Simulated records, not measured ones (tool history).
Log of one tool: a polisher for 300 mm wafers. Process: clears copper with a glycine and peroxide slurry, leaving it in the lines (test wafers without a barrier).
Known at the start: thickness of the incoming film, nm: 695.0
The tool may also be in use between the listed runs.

run    day  flow of slurry (ml/min)  pressure of the wafer on the pad (psi)  speed of the pad under the wafer (m/s)  overpolish time after the end point (s)  time until the end point was called (s)  dishing of a wide line in a test structure (Å)
  1      0                      270                                     3.5                                    0.96                                       15                                   97.209                                           667.5
  2  0.154                      270                                     3.3                                    0.96                                       15                                   104.03                                          634.68
  3   0.45                      270                                     3.1                                    0.96                                       15                                   108.57                                          606.46
  4  0.654                      270                                     3.1                                    0.96                                       21                                   109.28                                          795.63
  5  0.908                      270                                     3.1                                    0.72                                       21                                   138.94                                          655.79
  6  1.158                      275                                     3.2                                    0.72                                       20                                   134.39                                          649.34

Run 7 comes next. What will it give?
  7  1.454                      290                                     3.3                                    0.74                                       14                                        ?                                               ?

{"run 7": {"time until the end point was called (s)": 124.51, "dishing of a wide line in a test structure (Å)": 497.26}}
